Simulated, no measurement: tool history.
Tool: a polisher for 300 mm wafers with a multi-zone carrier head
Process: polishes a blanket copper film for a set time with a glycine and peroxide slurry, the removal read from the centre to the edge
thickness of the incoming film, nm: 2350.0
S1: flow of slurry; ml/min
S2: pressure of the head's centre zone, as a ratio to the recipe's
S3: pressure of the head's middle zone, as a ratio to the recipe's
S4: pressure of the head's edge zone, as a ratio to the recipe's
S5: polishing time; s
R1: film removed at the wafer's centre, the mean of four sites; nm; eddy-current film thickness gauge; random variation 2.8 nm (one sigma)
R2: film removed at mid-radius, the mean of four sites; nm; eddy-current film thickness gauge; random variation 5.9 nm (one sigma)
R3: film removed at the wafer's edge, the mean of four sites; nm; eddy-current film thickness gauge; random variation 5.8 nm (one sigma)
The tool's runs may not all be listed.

| run | hour | S1 | S2 | S3 | S4 | S5 | R1 | R2 | R3 |
|---|---|---|---|---|---|---|---|---|---|
| 1 | 0 | 135 | 1 | 1 | 1 | 55 | 322.38 | 319.9 | 322.09 |
| 2 | 8.7 | 135 | 1 | 1 | 0.97 | 55 | 324.81 | 330.88 | 331.81 |
| 3 | 11.7 | 135 | 1 | 1 | 0.97 | 62 | 367.03 | 362.44 | 368.25 |
| 4 | 20.5 | 135 | 1 | 1 | 0.97 | 70 | 410.95 | 410.66 | 410.96 |
| 5 | 27.2 | 135 | 0.95 | 1 | 0.97 | 70 | 394.89 | 410.1 | 414.56 |
| 6 | 33.1 | 145 | 0.97 | 0.99 | 0.97 | 70 | 407.2 | 409.65 | 408.46 |

Forecast run 7:
| 7 | 34.7 | 145 | 0.98 | 0.98 | 0.98 | 71 | ? | ? | ? |

{"run 7": {"R1": 419.38, "R2": 409.1, "R3": 425.85}}
